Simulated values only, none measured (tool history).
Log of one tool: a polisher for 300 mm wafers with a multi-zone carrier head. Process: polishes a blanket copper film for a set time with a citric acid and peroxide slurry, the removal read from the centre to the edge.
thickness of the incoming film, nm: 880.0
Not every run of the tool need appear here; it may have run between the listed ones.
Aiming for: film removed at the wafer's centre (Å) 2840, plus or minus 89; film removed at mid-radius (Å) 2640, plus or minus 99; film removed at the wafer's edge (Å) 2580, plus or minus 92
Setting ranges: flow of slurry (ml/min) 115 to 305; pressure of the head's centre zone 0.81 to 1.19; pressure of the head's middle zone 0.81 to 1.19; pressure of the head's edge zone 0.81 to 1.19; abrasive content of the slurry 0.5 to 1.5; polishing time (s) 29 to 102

run,hour,flow of slurry (ml/min),pressure of the head's centre zone,pressure of the head's middle zone,pressure of the head's edge zone,abrasive content of the slurry,polishing time (s),film removed at the wafer's centre (Å),film removed at mid-radius (Å),film removed at the wafer's edge (Å)
1,0,195,1,1,1,1,65,2152.4,2113.4,2152.5
2,7.7,195,1.08,1,1,1,65,2301.5,2103.8,2145.5
3,13.5,195,1.08,1.04,1,1,65,2327.5,2151.3,2179.4
4,20.3,195,1.08,1.04,1.08,1,65,2308.2,2168,2184
5,29,195,1.08,1.1,1.08,1,65,2301.9,2271.5,2258.9
6,29.9,200,1.09,1.11,1.09,1.05,65,2317.7,2293.8,2273
7,35.8,205,1.1,1.11,1.09,1.1,65,2417.9,2336.3,2285.7
8,39.4,205,1.1,1.11,1.09,1.1,65,2393.1,2319.9,2324.7
9,46.4,210,1.11,1.12,1.09,1.1,65,2417.5,2337.6,2288.6
10,49.2,210,1.12,1.12,1.09,1.15,65,2441.7,2364.2,2325.2
11,55.3,215,1.13,1.12,1.09,1.2,65,2533.1,2414,2356.9

Which of these 4 next moves meets every target?
A,61.4,155,1.01,1.15,1.19,0.9,83,?,?,?
B,61.4,280,1.15,1.11,1.08,1.2,70,?,?,?
C,61.4,235,1.07,1.15,1.09,1.4,73,?,?,?
D,61.4,235,1.14,1.19,1.03,1.3,71,?,?,?

move,film removed at the wafer's centre (Å),film removed at mid-radius (Å),film removed at the wafer's edge (Å)
A,2648.1,2823.7,2853.8
B,2861.1,2664.3,2607.2
C,2864.6,2904.4,2785.2
D,2875.6,2853.3,2600.8
A: closer than the last run, but not yet in spec
B: each result inside its tolerance
C: brings the result that was furthest off to its target, and leaves another outside
D: brings the result that was furthest off to its target, and leaves another outside
Move B is the one to make.
